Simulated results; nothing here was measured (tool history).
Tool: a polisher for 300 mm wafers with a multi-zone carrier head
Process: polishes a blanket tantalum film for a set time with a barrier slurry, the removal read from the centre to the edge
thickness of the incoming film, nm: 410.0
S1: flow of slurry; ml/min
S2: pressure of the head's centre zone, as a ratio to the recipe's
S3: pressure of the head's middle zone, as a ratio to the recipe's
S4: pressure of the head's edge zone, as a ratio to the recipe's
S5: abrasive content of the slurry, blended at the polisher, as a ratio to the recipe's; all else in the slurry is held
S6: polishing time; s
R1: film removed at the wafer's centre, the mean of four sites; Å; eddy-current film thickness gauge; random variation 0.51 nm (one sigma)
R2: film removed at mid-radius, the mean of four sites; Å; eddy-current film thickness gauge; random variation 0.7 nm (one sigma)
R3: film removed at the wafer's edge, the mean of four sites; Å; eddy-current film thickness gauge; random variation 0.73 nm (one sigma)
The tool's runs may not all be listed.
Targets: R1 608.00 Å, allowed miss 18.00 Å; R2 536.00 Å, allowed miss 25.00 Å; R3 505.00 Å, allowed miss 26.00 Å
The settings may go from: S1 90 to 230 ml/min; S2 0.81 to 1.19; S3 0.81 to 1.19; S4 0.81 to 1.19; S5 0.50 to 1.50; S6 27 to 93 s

run,hour,S1,S2,S3,S4,S5,S6,R1,R2,R3
1,0.0,150,1.00,1.00,1.00,1.00,59,632.63,609.81,637.60
2,2.9,150,0.93,1.00,1.00,1.00,59,586.88,623.36,613.57
3,6.9,150,0.87,1.00,1.00,1.00,59,554.74,600.54,636.37
4,15.2,155,0.90,0.99,0.98,0.95,59,563.94,591.01,612.16
5,19.4,155,0.84,0.99,0.98,0.95,59,515.20,609.63,593.09
6,22.4,155,0.84,1.07,0.98,0.95,59,525.39,633.47,592.86
7,30.0,160,0.88,1.05,0.97,0.90,59,540.30,595.69,598.31
8,31.4,160,0.92,1.07,0.94,0.90,58,558.67,630.06,561.70
9,40.0,175,1.02,0.97,0.85,0.70,57,534.06,494.73,478.42
10,41.8,180,1.03,0.98,0.86,0.70,57,538.74,501.44,468.98
11,48.0,180,1.04,0.98,0.87,0.70,57,558.41,491.75,474.73
12,49.8,180,1.04,0.99,0.88,0.70,57,543.38,493.12,474.40
13,52.3,180,1.05,0.99,0.88,0.70,57,549.42,506.57,485.57
14,58.7,180,1.06,0.99,0.88,0.70,57,561.21,496.66,489.28

5 next moves are on the table. One of them brings every result within its allowed miss. Which?
A,65.1,160,0.99,0.97,0.99,0.60,76,?,?,?
B,65.1,195,1.08,1.00,0.87,0.75,58,?,?,?
C,65.1,185,1.08,1.00,0.93,0.70,66,?,?,?
D,65.1,210,1.08,1.04,0.81,0.75,60,?,?,?
E,65.1,195,1.09,0.93,0.99,0.90,55,?,?,?

move,R1,R2,R3
A,604.34,571.78,607.04
B,616.53,545.67,526.76
C,664.93,589.04,587.63
D,645.87,590.04,531.99
E,649.49,536.10,584.73
A: brings the result that was furthest off to its target, and leaves another outside
B: meets every target
C: takes the result that was furthest off past its target
D: takes the result that was furthest off past its target
E: takes the result that was furthest off past its target
Move B is the one to make.

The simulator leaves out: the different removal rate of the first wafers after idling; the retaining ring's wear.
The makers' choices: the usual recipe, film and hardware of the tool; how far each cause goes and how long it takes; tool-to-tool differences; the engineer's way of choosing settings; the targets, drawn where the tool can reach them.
